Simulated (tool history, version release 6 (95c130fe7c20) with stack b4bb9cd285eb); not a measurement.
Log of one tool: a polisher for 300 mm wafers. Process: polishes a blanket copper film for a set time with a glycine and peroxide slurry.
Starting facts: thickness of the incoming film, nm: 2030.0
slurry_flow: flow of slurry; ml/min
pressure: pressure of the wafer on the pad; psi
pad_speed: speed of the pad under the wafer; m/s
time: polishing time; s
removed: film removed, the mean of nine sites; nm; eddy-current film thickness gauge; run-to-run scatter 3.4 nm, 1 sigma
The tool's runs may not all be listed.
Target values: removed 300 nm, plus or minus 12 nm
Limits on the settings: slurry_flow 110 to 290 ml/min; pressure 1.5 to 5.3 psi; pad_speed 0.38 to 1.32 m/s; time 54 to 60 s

run  hour  slurry_flow  pressure  pad_speed  time  removed
  1     0          185       3.4       0.84    60   363.74
  2   1.1          185       3.3       0.84    60   359.86
  3   1.8          230       3.3       0.84    60   373.32
  4   6.2          225       3.2       0.84    60   368.01
  5   9.8          225         4       0.84    60   415.07
  6  14.4          190         4       0.84    60   412.77
  7  20.2          190       3.7       0.84    60   385.29
  8  27.1          190       3.7       0.84    60   387.81
  9    36          190       3.5       0.84    60   377.26
 10  36.6          190       3.3       0.84    60   364.56
 11  45.3          190       3.1       0.84    60   344.89

Which one of the following 4 next-run settings gets every result inside its allowed miss? There is exactly one.
  A    54          210       3.4       0.64    54        ?
  B    54          165       3.3       0.66    54        ?
  C    54          245       2.7       0.74    59        ?
  D    54          150       3.4       0.94    60        ?

move  removed
   A   277.55
   B   268.53
   C   302.09
   D      385
A: moves the result that the last run missed by most past its target, out the other side
B: moves the result that the last run missed by most past its target, out the other side
C: every result within its allowed miss
D: moves away from the targets compared with the last run
The right move is C.

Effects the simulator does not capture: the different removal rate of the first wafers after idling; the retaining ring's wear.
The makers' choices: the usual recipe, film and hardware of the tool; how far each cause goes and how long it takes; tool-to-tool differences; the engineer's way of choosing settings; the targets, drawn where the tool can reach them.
